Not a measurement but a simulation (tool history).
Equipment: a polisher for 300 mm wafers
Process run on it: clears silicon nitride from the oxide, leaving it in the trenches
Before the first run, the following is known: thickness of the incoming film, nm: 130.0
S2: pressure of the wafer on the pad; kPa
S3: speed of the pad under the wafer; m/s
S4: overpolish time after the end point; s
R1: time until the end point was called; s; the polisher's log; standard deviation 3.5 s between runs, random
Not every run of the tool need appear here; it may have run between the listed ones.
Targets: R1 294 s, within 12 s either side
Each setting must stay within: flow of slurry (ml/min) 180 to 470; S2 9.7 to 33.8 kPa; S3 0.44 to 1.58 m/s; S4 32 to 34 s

Run 1, hour 0: flow of slurry (ml/min) 300, S2 21.4 kPa, S3 1 m/s, S4 32 s. Result: R1 165.86 s.
Run 2, hour 6.8: flow of slurry (ml/min) 300, S2 21.4 kPa, S3 1 m/s, S4 34 s. Result: R1 165.35 s.
Run 3, hour 11.6: flow of slurry (ml/min) 225, S2 21.4 kPa, S3 1 m/s, S4 34 s. Result: R1 172.54 s.
Run 4, hour 14.4: flow of slurry (ml/min) 225, S2 19.3 kPa, S3 1 m/s, S4 34 s. Result: R1 189.44 s.
Run 5, hour 15.8: flow of slurry (ml/min) 225, S2 15.2 kPa, S3 1 m/s, S4 34 s. Result: R1 242.04 s.
Run 6, hour 18.9: flow of slurry (ml/min) 225, S2 17.2 kPa, S3 1 m/s, S4 34 s. Result: R1 210.44 s.
Run 7, hour 24.9: flow of slurry (ml/min) 225, S2 15.9 kPa, S3 1 m/s, S4 34 s. Result: R1 227.79 s.
At hour 26.3: slurry nozzle cleaned.
Run 8, hour 26.3: flow of slurry (ml/min) 225, S2 14.5 kPa, S3 1 m/s, S4 34 s. Result: R1 238.38 s.

Of the 5 settings listed for the next run, only one would bring every result within its allowed miss of target. Which one?
Run A, hour 27.7: flow of slurry (ml/min) 235, S2 11.7 kPa, S3 1.18 m/s, S4 34 s. Result: R1 ?.
Run B, hour 27.7: flow of slurry (ml/min) 195, S2 14.5 kPa, S3 1.38 m/s, S4 34 s. Result: R1 ?.
Run C, hour 27.7: flow of slurry (ml/min) 275, S2 9.7 kPa, S3 1.02 m/s, S4 34 s. Result: R1 ?.
Run D, hour 27.7: flow of slurry (ml/min) 215, S2 12.4 kPa, S3 1.42 m/s, S4 32 s. Result: R1 ?.
Run E, hour 27.7: flow of slurry (ml/min) 180, S2 12.4 kPa, S3 0.98 m/s, S4 34 s. Result: R1 ?.

move      R1
   A  252.24
   B  182.05
   C  341.45
   D  202.65
   E  294.14
A: better than the last run, though not everything is in spec
B: misses by more than the last run did
C: takes the result that was furthest off past its target
D: misses by more than the last run did
E: all results in spec
E meets every target.
